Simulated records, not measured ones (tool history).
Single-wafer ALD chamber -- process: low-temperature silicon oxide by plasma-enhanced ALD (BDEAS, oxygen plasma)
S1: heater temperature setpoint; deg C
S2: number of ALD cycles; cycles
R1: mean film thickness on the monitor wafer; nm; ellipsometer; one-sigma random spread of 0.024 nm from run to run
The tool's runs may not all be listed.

Run 1, hour 0: S1 85 deg C, S2 41 cycles. Result: R1 5.9817 nm.
Run 2, hour 6.9: S1 83 deg C, S2 42 cycles. Result: R1 6.1964 nm.
Run 3, hour 14.2: S1 93 deg C, S2 42 cycles. Result: R1 5.922 nm.
Run 4, hour 20.9: S1 87 deg C, S2 42 cycles. Result: R1 6.0569 nm.
Run 5, hour 29.5: S1 85 deg C, S2 42 cycles. Result: R1 6.0764 nm.
Run 6, hour 32.7: S1 89 deg C, S2 42 cycles. Result: R1 6.0744 nm.

Expected results for the next run?
Run 7, hour 33.6: S1 87 deg C, S2 43 cycles. Result: R1 ?.

{"run 7": {"R1": 6.2175}}
